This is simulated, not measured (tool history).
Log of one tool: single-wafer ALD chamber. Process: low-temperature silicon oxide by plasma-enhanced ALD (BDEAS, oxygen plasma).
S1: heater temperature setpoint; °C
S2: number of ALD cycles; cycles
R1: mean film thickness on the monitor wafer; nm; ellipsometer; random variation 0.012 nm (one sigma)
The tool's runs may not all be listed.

| run | hour | S1 | S2 | R1 |
|---|---|---|---|---|
| 1 | 0 | 120 | 48 | 6.3602 |
| 2 | 0.5 | 122 | 48 | 6.3365 |
| 3 | 3.6 | 122 | 42 | 5.5411 |
| 4 | 7.9 | 132 | 42 | 5.4542 |
| 5 | 14.9 | 124 | 42 | 5.5247 |
| 6 | 16.9 | 129 | 42 | 5.4975 |

The next listed run, before its measurement:
| 7 | 22.4 | 128 | 43 | ? |

R1: 5.61 nm

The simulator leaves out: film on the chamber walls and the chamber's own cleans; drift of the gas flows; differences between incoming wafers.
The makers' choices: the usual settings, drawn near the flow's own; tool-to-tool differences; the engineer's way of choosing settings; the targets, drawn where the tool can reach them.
